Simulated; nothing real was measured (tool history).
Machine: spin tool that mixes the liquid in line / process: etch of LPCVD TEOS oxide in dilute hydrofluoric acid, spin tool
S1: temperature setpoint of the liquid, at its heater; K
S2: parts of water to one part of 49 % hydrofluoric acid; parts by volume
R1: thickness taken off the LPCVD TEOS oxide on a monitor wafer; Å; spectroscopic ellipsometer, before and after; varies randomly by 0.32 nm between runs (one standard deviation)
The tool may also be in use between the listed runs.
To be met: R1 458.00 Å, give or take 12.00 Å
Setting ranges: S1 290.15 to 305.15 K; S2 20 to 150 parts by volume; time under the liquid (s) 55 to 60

Run 1, hour 0.0: S1 297.15 K, S2 85 parts by volume, time under the liquid (s) 55. Result: R1 214.88 Å.
Run 2, hour 2.0: S1 297.15 K, S2 85 parts by volume, time under the liquid (s) 60. Result: R1 237.17 Å.
Run 3, hour 3.1: S1 298.65 K, S2 80 parts by volume, time under the liquid (s) 60. Result: R1 268.47 Å.
Run 4, hour 4.3: S1 299.65 K, S2 75 parts by volume, time under the liquid (s) 60. Result: R1 297.94 Å.
Run 5, hour 7.8: S1 296.15 K, S2 75 parts by volume, time under the liquid (s) 60. Result: R1 258.69 Å.
Run 6, hour 9.7: S1 297.65 K, S2 70 parts by volume, time under the liquid (s) 60. Result: R1 294.56 Å.
Run 7, hour 18.0: S1 297.65 K, S2 70 parts by volume, time under the liquid (s) 60. Result: R1 295.56 Å.
Run 8, hour 19.0: S1 298.65 K, S2 65 parts by volume, time under the liquid (s) 60. Result: R1 340.12 Å.
Run 9, hour 27.7: S1 299.65 K, S2 65 parts by volume, time under the liquid (s) 60. Result: R1 351.00 Å.
Run 10, hour 30.4: S1 303.65 K, S2 55 parts by volume, time under the liquid (s) 60. Result: R1 488.85 Å.
Run 11, hour 35.4: S1 302.65 K, S2 55 parts by volume, time under the liquid (s) 60. Result: R1 471.31 Å.

Which single option among these 4 for the next run brings every result within its allowed miss of target? Just one does.
Run A, hour 40.4: S1 302.15 K, S2 55 parts by volume, time under the liquid (s) 55. Result: R1 ?.
Run B, hour 40.4: S1 300.65 K, S2 55 parts by volume, time under the liquid (s) 60. Result: R1 ?.
Run C, hour 40.4: S1 303.15 K, S2 50 parts by volume, time under the liquid (s) 55. Result: R1 ?.
Run D, hour 40.4: S1 304.15 K, S2 60 parts by volume, time under the liquid (s) 60. Result: R1 ?.

move      R1
   A  422.62
   B  434.45
   C  487.19
   D  453.42
A: takes the result that was furthest off past its target
B: takes the result that was furthest off past its target
C: further off than the last run
D: all results land within tolerance of their targets
The move that meets every target is D.
